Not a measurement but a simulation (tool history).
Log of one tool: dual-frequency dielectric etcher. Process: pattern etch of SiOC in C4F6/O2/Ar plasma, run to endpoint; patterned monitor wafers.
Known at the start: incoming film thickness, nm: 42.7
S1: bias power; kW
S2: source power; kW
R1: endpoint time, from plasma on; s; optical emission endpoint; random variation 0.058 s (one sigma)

{"run": 1, "day": 0.0, "S1": 0.428, "S2": 0.32, "R1": 16.06}
{"run": 2, "day": 0.304, "S1": 0.445, "S2": 0.32, "R1": 15.907}
{"run": 3, "day": 0.667, "S1": 0.375, "S2": 0.32, "R1": 16.954}
{"run": 4, "day": 0.7, "S1": 0.375, "S2": 0.37, "R1": 16.27}
{"run": 5, "day": 0.754, "S1": 0.343, "S2": 0.37, "R1": 16.646}
{"run": 6, "day": 0.838, "S1": 0.343, "S2": 0.34, "R1": 17.105}

Run 7 comes next. What will it give?
{"run": 7, "day": 1.05, "S1": 0.368, "S2": 0.34, "R1": "?"}

Run 7 gave R1 16.643 s.

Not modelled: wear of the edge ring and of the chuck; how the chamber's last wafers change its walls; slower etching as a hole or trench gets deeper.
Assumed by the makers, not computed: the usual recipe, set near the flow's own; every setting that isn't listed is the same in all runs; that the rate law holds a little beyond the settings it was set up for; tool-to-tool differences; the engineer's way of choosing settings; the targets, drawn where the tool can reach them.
